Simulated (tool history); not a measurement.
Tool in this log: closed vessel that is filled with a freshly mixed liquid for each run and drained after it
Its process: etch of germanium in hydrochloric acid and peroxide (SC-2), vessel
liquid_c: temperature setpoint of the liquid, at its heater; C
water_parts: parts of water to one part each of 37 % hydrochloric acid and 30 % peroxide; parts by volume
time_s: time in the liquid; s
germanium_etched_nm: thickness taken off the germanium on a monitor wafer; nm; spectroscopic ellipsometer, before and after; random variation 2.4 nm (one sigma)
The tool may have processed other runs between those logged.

run    day  liquid_c  water_parts  time_s  germanium_etched_nm
  1  0.000      51.0            5      95               313.98
  2  0.079      54.5            5      95               353.19
  3  0.408      57.0            5      95               380.59
  4  0.550      59.0            5      95               408.78
  5  0.821      59.0            6      95               400.67
     1.167  -- thermometer replaced
  6  1.167      59.0            7      95               422.46
  7  1.362      60.0            7      95               434.96
  8  1.667      60.0            7      95               436.96
  9  2.029      61.0            7      95               442.22

Run 10 is up next; what results do you expect?
 10  2.304      62.0            7      95                    ?

Logged for run 10: germanium_etched_nm 459.32 nm.
